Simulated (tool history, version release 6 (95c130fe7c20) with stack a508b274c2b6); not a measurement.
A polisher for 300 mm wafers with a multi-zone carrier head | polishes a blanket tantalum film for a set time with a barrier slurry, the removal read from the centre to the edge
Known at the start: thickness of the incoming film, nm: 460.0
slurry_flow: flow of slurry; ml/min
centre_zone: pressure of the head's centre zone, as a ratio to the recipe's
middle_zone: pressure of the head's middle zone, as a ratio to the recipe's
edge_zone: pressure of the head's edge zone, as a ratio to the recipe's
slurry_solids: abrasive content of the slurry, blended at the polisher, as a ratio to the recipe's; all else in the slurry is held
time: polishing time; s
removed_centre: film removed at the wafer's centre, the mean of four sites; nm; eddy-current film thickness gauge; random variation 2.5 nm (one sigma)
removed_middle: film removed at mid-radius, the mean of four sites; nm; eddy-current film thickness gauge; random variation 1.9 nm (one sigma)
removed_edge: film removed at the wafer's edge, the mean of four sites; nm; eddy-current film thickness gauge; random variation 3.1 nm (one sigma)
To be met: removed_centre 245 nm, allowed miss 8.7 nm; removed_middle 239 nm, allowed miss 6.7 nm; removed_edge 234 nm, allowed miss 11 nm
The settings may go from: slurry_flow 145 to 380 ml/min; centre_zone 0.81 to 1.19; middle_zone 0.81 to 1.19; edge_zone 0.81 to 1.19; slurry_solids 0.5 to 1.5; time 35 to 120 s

| run | hour | slurry_flow | centre_zone | middle_zone | edge_zone | slurry_solids | time | removed_centre | removed_middle | removed_edge |
|---|---|---|---|---|---|---|---|---|---|---|
| 1 | 0 | 245 | 1 | 1 | 1 | 1 | 77 | 153.92 | 151.04 | 151.79 |
| 2 | 2.1 | 250 | 1.02 | 1.02 | 1.03 | 1.1 | 80 | 167.13 | 162.78 | 165.47 |
| 3 | 3.3 | 250 | 1.02 | 1.02 | 1.03 | 1.1 | 62 | 128.6 | 125.82 | 127.55 |
| 4 | 5.5 | 250 | 1.07 | 1.02 | 1.03 | 1.1 | 62 | 135.41 | 128.15 | 125.73 |
| 5 | 6.7 | 250 | 1.07 | 1.02 | 1.03 | 1.2 | 62 | 138.55 | 130.06 | 129.68 |
| 6 | 8.9 | 255 | 1.08 | 1.04 | 1.05 | 1.25 | 68 | 155.57 | 145.28 | 148.08 |
| 7 | 11 | 265 | 1.09 | 1.07 | 1.05 | 1.3 | 72 | 167.16 | 162.55 | 156.86 |
| 8 | 19.9 | 270 | 1.1 | 1.08 | 1.07 | 1.35 | 76 | 179.05 | 169.79 | 169.48 |
| 9 | 20.9 | 270 | 1.1 | 1.09 | 1.07 | 1.4 | 80 | 191.9 | 183.43 | 172.8 |
| 10 | 28.8 | 305 | 1.04 | 1.04 | 1.17 | 1.5 | 102 | 233.86 | 231.65 | 244.45 |

Which of these 5 next moves meets every target?
| A | 36.7 | 285 | 0.86 | 0.99 | 1.19 | 1.4 | 106 | ? | ? | ? |
| B | 36.7 | 340 | 1.09 | 1.09 | 1.11 | 1.5 | 100 | ? | ? | ? |
| C | 36.7 | 290 | 0.98 | 1.12 | 1.13 | 1.45 | 101 | ? | ? | ? |
| D | 36.7 | 295 | 1.1 | 1.02 | 1.07 | 1.5 | 100 | ? | ? | ? |
| E | 36.7 | 330 | 1.01 | 1.02 | 1.19 | 1.35 | 100 | ? | ? | ? |

| move | removed_centre | removed_middle | removed_edge |
|---|---|---|---|
| A | 201.01 | 226.24 | 248.84 |
| B | 248.9 | 238.55 | 232.3 |
| C | 220.7 | 241.46 | 232.41 |
| D | 247.46 | 222.51 | 225.97 |
| E | 224.8 | 220.1 | 235.39 |
A: further off than the last run
B: meets every target
C: further off than the last run
D: brings the result that was furthest off to its target, and leaves another outside
E: further off than the last run
The right move is B.

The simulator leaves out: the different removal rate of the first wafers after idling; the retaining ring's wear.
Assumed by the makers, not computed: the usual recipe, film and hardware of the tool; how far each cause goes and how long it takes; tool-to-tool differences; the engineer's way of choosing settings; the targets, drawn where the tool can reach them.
